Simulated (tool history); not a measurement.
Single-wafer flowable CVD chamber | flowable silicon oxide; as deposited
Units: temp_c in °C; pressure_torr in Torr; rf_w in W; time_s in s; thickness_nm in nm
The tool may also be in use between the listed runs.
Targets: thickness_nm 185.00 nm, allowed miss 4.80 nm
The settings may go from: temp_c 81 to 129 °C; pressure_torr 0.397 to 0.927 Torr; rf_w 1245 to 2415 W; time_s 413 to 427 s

{"run": 1, "hour": 0.0, "temp_c": 105, "pressure_torr": 0.662, "rf_w": 1830, "time_s": 413, "thickness_nm": 136.96}
{"run": 2, "hour": 6.1, "temp_c": 100, "pressure_torr": 0.662, "rf_w": 1830, "time_s": 413, "thickness_nm": 158.95}
{"run": 3, "hour": 11.5, "temp_c": 100, "pressure_torr": 0.662, "rf_w": 2075, "time_s": 413, "thickness_nm": 161.49}
{"run": 4, "hour": 18.8, "temp_c": 110, "pressure_torr": 0.662, "rf_w": 2075, "time_s": 413, "thickness_nm": 122.17}
{"run": 5, "hour": 26.6, "temp_c": 108, "pressure_torr": 0.663, "rf_w": 2075, "time_s": 413, "thickness_nm": 129.3}
{"run": 6, "hour": 27.7, "temp_c": 114, "pressure_torr": 0.663, "rf_w": 2075, "time_s": 413, "thickness_nm": 109.83}
{"run": 7, "hour": 28.3, "temp_c": 111, "pressure_torr": 0.664, "rf_w": 2075, "time_s": 413, "thickness_nm": 118.3}
{"run": 8, "hour": 31.2, "temp_c": 109, "pressure_torr": 0.665, "rf_w": 2075, "time_s": 413, "thickness_nm": 125.49}
{"run": 9, "hour": 38.0, "temp_c": 97, "pressure_torr": 0.668, "rf_w": 2075, "time_s": 413, "thickness_nm": 178.54}

Which of these 4 next moves meets every target?
{"run": "A", "hour": 44.8, "temp_c": 98, "pressure_torr": 0.674, "rf_w": 1970, "time_s": 415, "thickness_nm": "?"}
{"run": "B", "hour": 44.8, "temp_c": 96, "pressure_torr": 0.68, "rf_w": 2070, "time_s": 427, "thickness_nm": "?"}
{"run": "C", "hour": 44.8, "temp_c": 100, "pressure_torr": 0.696, "rf_w": 1920, "time_s": 413, "thickness_nm": "?"}
{"run": "D", "hour": 44.8, "temp_c": 96, "pressure_torr": 0.648, "rf_w": 2415, "time_s": 424, "thickness_nm": "?"}

move=A thickness_nm=173.95
move=B thickness_nm=193.07
move=C thickness_nm=167.76
move=D thickness_nm=186.71
A: further off than the last run
B: takes the result that was furthest off past its target
C: further off than the last run
D: meets every target
The right move is D.
